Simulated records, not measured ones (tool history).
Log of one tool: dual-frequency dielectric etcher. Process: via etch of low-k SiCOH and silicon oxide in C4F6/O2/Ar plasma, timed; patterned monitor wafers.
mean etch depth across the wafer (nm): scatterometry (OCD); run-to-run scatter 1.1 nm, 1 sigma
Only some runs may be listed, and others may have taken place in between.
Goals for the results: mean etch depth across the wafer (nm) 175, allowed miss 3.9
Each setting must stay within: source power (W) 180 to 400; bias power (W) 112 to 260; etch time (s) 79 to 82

run	hour	source power (W)	bias power (W)	etch time (s)	mean etch depth across the wafer (nm)
1	0	290	186	79	197.18
2	8	280	184	79	193.25
3	13.3	280	184	82	200.17
4	19.1	280	184	79	193.41
5	20	270	183	79	190.34
6	25.2	230	183	79	183.35
7	26	190	173	79	168.92
8	33.7	190	174	79	169.64

4 candidate next runs follow, results not yet known. Just one meets every target within its allowed miss. Identify it.
A	41.4	190	158	79	?
B	41.4	190	192	79	?
C	41.4	180	150	80.5	?
D	41.4	190	189	82	?

move	mean etch depth across the wafer (nm)
A	166.32
B	176.69
C	164.34
D	182.48
A: the biggest miss grows against the last run
B: hits every target within its allowed miss
C: the biggest miss grows against the last run
D: moves the result that the last run missed by most past its target, out the other side
Answer: B

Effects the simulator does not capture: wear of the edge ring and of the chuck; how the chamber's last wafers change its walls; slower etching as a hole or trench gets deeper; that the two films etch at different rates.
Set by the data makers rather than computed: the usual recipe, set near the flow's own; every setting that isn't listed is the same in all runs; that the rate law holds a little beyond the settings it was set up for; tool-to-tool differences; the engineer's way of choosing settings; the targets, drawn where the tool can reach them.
